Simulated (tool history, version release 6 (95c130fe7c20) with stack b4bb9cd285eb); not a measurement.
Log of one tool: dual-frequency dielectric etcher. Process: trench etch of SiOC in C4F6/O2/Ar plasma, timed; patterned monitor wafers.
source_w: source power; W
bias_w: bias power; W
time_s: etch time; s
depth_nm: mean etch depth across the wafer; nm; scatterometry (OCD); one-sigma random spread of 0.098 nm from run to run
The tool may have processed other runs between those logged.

run	hour	source_w	bias_w	time_s	depth_nm
1	0.0	250	258	24.5	47.539
2	1.2	270	258	24.5	48.873
3	2.6	270	258	24.5	49.081
4	8.4	240	258	24.5	46.985
5	14.1	270	258	24.5	48.838
6	15.4	270	258	25.5	50.953
7	24.1	260	254	25.5	49.880
8	28.8	250	253	25.5	49.410
9	34.7	240	251	25.5	48.405
10	36.4	230	250	25.5	47.629

Run 11 has not been measured yet. What should we expect?
11	44.8	230	250	25.5	?

Run 11 produced depth_nm 47.593 nm.
